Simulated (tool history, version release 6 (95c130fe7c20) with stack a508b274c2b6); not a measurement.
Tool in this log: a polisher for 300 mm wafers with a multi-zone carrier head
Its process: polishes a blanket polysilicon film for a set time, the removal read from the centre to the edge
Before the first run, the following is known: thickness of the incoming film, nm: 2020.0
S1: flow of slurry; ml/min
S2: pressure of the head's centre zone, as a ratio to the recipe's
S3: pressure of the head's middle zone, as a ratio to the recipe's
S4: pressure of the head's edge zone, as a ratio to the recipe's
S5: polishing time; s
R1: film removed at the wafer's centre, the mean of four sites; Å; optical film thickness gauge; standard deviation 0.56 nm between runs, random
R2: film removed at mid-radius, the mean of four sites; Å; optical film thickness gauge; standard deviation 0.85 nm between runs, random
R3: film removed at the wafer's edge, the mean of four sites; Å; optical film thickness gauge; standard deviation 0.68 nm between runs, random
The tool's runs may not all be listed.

run 1 hour=0 | S1=200 S2=1 S3=1 S4=1 S5=35 | R1=1581.2 R2=1553.8 R3=1617.5
run 2 hour=4 | S1=200 S2=1 S3=1 S4=1 S5=31 | R1=1402.7 R2=1384.2 R3=1427.3
run 3 hour=7.7 | S1=190 S2=0.96 S3=1 S4=0.99 S5=29 | R1=1256.6 R2=1278.2 R3=1325.8
run 4 hour=11.6 | S1=180 S2=0.93 S3=1.01 S4=0.99 S5=27 | R1=1114.9 R2=1182.5 R3=1226.1
run 5 hour=14.4 | S1=170 S2=0.91 S3=1.01 S4=0.98 S5=26 | R1=1034.8 R2=1151.5 R3=1163
run 6 hour=15.6 | S1=170 S2=0.91 S3=1.01 S4=1.02 S5=26 | R1=1033.2 R2=1144.9 R3=1166.2
run 7 hour=21.5 | S1=135 S2=0.81 S3=1 S4=0.96 S5=19 | R1=639.25 R2=793.39 R3=814.96
run 8 hour=22.9 | S1=155 S2=0.81 S3=1 S4=0.97 S5=19 | R1=657.43 R2=825.2 R3=833.57
run 9 hour=27.4 | S1=210 S2=0.85 S3=0.96 S4=1.07 S5=19 | R1=735.19 R2=823.57 R3=909.48
run 10 hour=30.9 | S1=220 S2=0.85 S3=0.98 S4=1.08 S5=19 | R1=735.52 R2=862.33 R3=923.81
run 11 hour=38.5 | S1=230 S2=0.85 S3=0.99 S4=1.08 S5=19 | R1=739.04 R2=866.76 R3=912.4
run 12 hour=46.6 | S1=230 S2=0.85 S3=1 S4=1.09 S5=19 | R1=753.92 R2=857.97 R3=919.56
run 13 hour=55.5 | S1=225 S2=0.84 S3=1.02 S4=1.1 S5=19 | R1=728.56 R2=865.82 R3=917.44
run 14 hour=63.9 | S1=230 S2=0.84 S3=1.03 S4=1.11 S5=19 | R1=734 R2=899.08 R3=914.59
run 15 hour=65.6 | S1=235 S2=0.84 S3=1.03 S4=1.12 S5=19 | R1=740.2 R2=884.81 R3=945.12
run 16 hour=66.4 | S1=240 S2=0.84 S3=1.04 S4=1.12 S5=19 | R1=743.08 R2=898.82 R3=929.74
run 17 hour=67.2 | S1=245 S2=0.84 S3=1.05 S4=1.13 S5=19 | R1=738.67 R2=909.49 R3=930.86

Expected results for the next run?
run 18 hour=75.8 | S1=250 S2=0.84 S3=1.05 S4=1.13 S5=19 | R1=? R2=? R3=?

Run 18 measured R1 740.24 Å, R2 908.27 Å, R3 940.34 Å.
